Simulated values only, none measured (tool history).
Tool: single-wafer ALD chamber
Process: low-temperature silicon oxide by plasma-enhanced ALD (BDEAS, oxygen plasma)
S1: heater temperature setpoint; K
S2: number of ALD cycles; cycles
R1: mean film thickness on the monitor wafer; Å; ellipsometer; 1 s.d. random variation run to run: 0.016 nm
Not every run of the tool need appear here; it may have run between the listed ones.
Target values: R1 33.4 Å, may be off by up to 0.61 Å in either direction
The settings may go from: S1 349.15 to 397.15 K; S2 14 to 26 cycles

Run 1, hour 0: S1 373.15 K, S2 20 cycles. Result: R1 27.62 Å.
Run 2, hour 1.4: S1 364.15 K, S2 20 cycles. Result: R1 28.444 Å.
Run 3, hour 2.5: S1 355.15 K, S2 20 cycles. Result: R1 29.334 Å.
Run 4, hour 3.6: S1 365.15 K, S2 20 cycles. Result: R1 28.479 Å.
Run 5, hour 6.4: S1 363.15 K, S2 20 cycles. Result: R1 28.518 Å.
Run 6, hour 13.2: S1 361.15 K, S2 20 cycles. Result: R1 28.954 Å.
At hour 16: thermocouple changed; heater temperature recalibrated.
Run 7, hour 16: S1 359.15 K, S2 20 cycles. Result: R1 28.626 Å.
Run 8, hour 20.3: S1 358.15 K, S2 20 cycles. Result: R1 28.603 Å.
Run 9, hour 25.1: S1 357.15 K, S2 21 cycles. Result: R1 30.319 Å.
Run 10, hour 33.8: S1 356.15 K, S2 21 cycles. Result: R1 30.543 Å.
Run 11, hour 36.7: S1 355.15 K, S2 21 cycles. Result: R1 30.641 Å.
Run 12, hour 37.5: S1 354.15 K, S2 21 cycles. Result: R1 30.805 Å.
Run 13, hour 42.3: S1 353.15 K, S2 22 cycles. Result: R1 32.24 Å.

Exactly one of the 5 candidate moves below puts every result within its allowed miss. Which one?
Run A, hour 47.1: S1 354.15 K, S2 22 cycles. Result: R1 ?.
Run B, hour 47.1: S1 355.15 K, S2 23 cycles. Result: R1 ?.
Run C, hour 47.1: S1 351.15 K, S2 21 cycles. Result: R1 ?.
Run D, hour 47.1: S1 365.15 K, S2 25 cycles. Result: R1 ?.
Run E, hour 47.1: S1 361.15 K, S2 25 cycles. Result: R1 ?.

move      R1
   A  32.137
   B  33.469
   C  31.027
   D  34.986
   E  35.543
A: further off than the last run
B: all results land within tolerance of their targets
C: further off than the last run
D: takes the result that was furthest off past its target
E: takes the result that was furthest off past its target
Answer: B

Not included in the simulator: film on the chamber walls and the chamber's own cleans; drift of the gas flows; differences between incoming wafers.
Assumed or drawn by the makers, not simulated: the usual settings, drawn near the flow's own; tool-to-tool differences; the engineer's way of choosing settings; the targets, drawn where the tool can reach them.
